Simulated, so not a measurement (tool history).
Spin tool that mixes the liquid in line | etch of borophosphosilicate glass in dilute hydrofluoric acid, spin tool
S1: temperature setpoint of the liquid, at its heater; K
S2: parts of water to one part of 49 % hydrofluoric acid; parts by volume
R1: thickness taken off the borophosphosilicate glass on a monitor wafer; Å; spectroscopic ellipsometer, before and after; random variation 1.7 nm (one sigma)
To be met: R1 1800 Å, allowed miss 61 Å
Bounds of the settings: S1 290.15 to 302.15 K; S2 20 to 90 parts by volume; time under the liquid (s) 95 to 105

run 1 hour=0 | S1=294.15 S2=50 time_under_the_liquid_(s)=95 | R1=814.19
run 2 hour=5.9 | S1=292.15 S2=50 time_under_the_liquid_(s)=95 | R1=762.05
run 3 hour=10.7 | S1=290.15 S2=50 time_under_the_liquid_(s)=95 | R1=703.36
run 4 hour=18.6 | S1=290.15 S2=50 time_under_the_liquid_(s)=95 | R1=705.21
run 5 hour=26 | S1=292.15 S2=50 time_under_the_liquid_(s)=95 | R1=751.79
run 6 hour=27.9 | S1=294.65 S2=50 time_under_the_liquid_(s)=95 | R1=852.96
run 7 hour=29.3 | S1=296.15 S2=45 time_under_the_liquid_(s)=95 | R1=1009.8
run 8 hour=36 | S1=296.15 S2=45 time_under_the_liquid_(s)=95 | R1=1007.1
run 9 hour=44.3 | S1=297.15 S2=40 time_under_the_liquid_(s)=95 | R1=1181.2
run 10 hour=53.2 | S1=298.15 S2=40 time_under_the_liquid_(s)=95 | R1=1244.7
run 11 hour=57.7 | S1=298.65 S2=40 time_under_the_liquid_(s)=95 | R1=1272.5
run 12 hour=60.2 | S1=299.15 S2=40 time_under_the_liquid_(s)=95 | R1=1276.1
run 13 hour=68.4 | S1=299.65 S2=40 time_under_the_liquid_(s)=95 | R1=1288.1
run 14 hour=76.6 | S1=300.15 S2=40 time_under_the_liquid_(s)=95 | R1=1344.6
run 15 hour=83.3 | S1=300.65 S2=40 time_under_the_liquid_(s)=95 | R1=1359.8
run 16 hour=89.1 | S1=301.15 S2=40 time_under_the_liquid_(s)=95 | R1=1402.9
run 17 hour=96 | S1=301.65 S2=35 time_under_the_liquid_(s)=95 | R1=1649.1
run 18 hour=97 | S1=302.15 S2=30 time_under_the_liquid_(s)=95 | R1=1972
run 19 hour=102.4 | S1=301.65 S2=30 time_under_the_liquid_(s)=95 | R1=1952.1
run 20 hour=106.1 | S1=301.15 S2=30 time_under_the_liquid_(s)=95 | R1=1873.4

5 next moves are on the table. One of them brings every result within its allowed miss. Which?
run A hour=109.8 | S1=299.65 S2=30 time_under_the_liquid_(s)=105 | R1=?
run B hour=109.8 | S1=299.15 S2=30 time_under_the_liquid_(s)=105 | R1=?
run C hour=109.8 | S1=297.65 S2=25 time_under_the_liquid_(s)=95 | R1=?
run D hour=109.8 | S1=301.65 S2=30 time_under_the_liquid_(s)=95 | R1=?
run E hour=109.8 | S1=298.65 S2=30 time_under_the_liquid_(s)=100 | R1=?

move=A R1=1951.7
move=B R1=1912
move=C R1=1964.1
move=D R1=1915.9
move=E R1=1783.7
A: further off than the last run
B: further off than the last run
C: further off than the last run
D: further off than the last run
E: meets every target
Answer: E
